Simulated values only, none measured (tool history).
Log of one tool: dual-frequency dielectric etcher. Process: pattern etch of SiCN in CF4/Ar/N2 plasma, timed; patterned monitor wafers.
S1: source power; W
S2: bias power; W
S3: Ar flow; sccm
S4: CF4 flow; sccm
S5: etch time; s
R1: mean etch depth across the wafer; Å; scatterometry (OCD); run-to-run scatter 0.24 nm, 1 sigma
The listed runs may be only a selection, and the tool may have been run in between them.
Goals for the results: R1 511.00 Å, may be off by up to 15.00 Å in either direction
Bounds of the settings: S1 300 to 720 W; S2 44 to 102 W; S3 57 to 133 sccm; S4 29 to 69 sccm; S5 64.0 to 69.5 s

run  hour   S1  S2  S3  S4    S5      R1
  1   0.0  510  73  95  49  69.5  607.90
  2   5.6  490  72  95  49  69.5  583.61
  3   6.5  470  72  95  49  69.5  562.45
  4  13.6  510  72  95  49  69.5  613.05
  5  15.0  510  72  78  49  69.5  625.28
  6  20.3  490  71  78  49  69.5  598.67
  7  27.5  470  71  78  49  69.5  574.47
  8  32.0  400  69  79  49  69.5  473.49
  9  32.9  410  69  79  49  69.5  485.16

Which of these 4 next moves meets every target?
  A  33.8  420  69  82  55  64.5   ?
  B  33.8  400  67  68  48  69.5   ?
  C  33.8  390  70  83  49  69.5   ?
  D  33.8  420  73  85  49  69.5   ?

move      R1
   A  466.14
   B  474.22
   C  457.55
   D  504.27
A: further off than the last run
B: further off than the last run
C: further off than the last run
D: each result inside its tolerance
Move D is the one to make.

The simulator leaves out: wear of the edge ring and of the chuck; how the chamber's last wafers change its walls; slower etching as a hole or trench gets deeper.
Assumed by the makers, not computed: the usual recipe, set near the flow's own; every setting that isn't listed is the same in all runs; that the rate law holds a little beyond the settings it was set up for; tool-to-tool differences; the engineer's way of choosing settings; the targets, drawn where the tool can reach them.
